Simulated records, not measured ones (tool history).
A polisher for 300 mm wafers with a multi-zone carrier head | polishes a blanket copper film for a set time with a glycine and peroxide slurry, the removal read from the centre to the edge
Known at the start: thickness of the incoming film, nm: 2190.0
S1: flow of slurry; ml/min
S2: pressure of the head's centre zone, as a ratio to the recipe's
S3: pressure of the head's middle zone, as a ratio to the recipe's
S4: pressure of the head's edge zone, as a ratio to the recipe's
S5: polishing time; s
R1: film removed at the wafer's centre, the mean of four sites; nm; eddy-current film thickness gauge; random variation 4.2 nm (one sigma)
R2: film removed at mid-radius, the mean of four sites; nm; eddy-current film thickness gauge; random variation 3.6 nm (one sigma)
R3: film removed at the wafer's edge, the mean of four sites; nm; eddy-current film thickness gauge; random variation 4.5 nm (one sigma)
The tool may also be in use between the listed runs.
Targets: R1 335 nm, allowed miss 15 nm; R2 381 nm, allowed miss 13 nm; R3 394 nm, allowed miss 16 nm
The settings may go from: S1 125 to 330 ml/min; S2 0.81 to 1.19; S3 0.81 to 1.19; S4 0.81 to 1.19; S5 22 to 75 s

run	hour	S1	S2	S3	S4	S5	R1	R2	R3
1	0	210	1	1	1	48	258.53	265.2	262.82
2	9	210	1	1	1	42	221.83	230.82	228.75
3	15.2	210	0.99	1	1.02	44	230.97	245.5	246.77
4	16	210	1.02	1	1.02	44	241.68	246.31	237.81
5	22.7	210	1.02	1	1.09	44	241.77	241.71	245.41
6	30	215	1.01	1.01	1.1	46	252.85	255.78	265.55
7	36.5	220	1.01	1.03	1.11	47	262.9	266.37	272.12
8	40.6	225	1	1.04	1.12	48	256.88	280.33	277.25
9	45.7	225	1	1.04	1.13	50	268.03	286.88	294.93
10	54.1	230	1	1.05	1.13	51	280.66	296.18	300.27
11	55.3	230	1	1.05	1.13	51	274.29	299.97	299.05
12	59.5	230	1	1.05	1.13	52	285.23	308.01	299.72
13	62.9	230	0.99	1.05	1.14	53	286.91	311.96	308.02
14	64.1	235	0.98	1.04	1.15	54	292.88	315.44	319.83
15	65.1	235	0.97	1.04	1.15	55	291.25	322.46	324.88
16	71	235	0.97	1.04	1.15	56	300.79	325.7	334.96
17	76.2	235	0.97	1.04	1.15	57	300.1	330.52	342.68
18	80.6	235	0.97	1.04	1.15	58	306.96	338.66	336.69
19	88	245	0.96	1.04	1.15	58	313.13	339.79	343.49
20	90.2	245	0.96	1.04	1.15	59	308.09	344.02	347.11
21	92.4	245	0.96	1.04	1.15	60	316.36	348.61	357.5

Which of these 4 next moves meets every target?
A	94.6	245	1.07	1.07	1.08	50	?	?	?
B	94.6	330	1.1	1	1.1	61	?	?	?
C	94.6	280	0.9	0.99	1.12	67	?	?	?
D	94.6	235	1.04	1.05	1.18	66	?	?	?

move	R1	R2	R3
A	295.22	299.76	291.69
B	382.17	355.31	367.3
C	337.23	381.59	402.44
D	376.69	387.59	400.96
A: further off than the last run
B: further off than the last run
C: meets every target
D: brings the result that was furthest off to its target, and leaves another outside
Move C is the one to make.
